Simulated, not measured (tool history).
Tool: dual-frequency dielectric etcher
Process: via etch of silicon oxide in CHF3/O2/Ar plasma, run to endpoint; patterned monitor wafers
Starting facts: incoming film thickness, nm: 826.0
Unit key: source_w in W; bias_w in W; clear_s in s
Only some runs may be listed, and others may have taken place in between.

run    day  source_w  bias_w  clear_s
  1  0.000       820     131   420.00
  2  0.088       700     131   448.06
  3  0.292       700     149   425.56
  4  0.554       760     149   410.99
  5  0.858       760     164   394.11
  6  1.092       630     164   425.01

Forecast run 7:
  7  1.321       680     167        ?

{"run 7": {"clear_s": 409.91}}
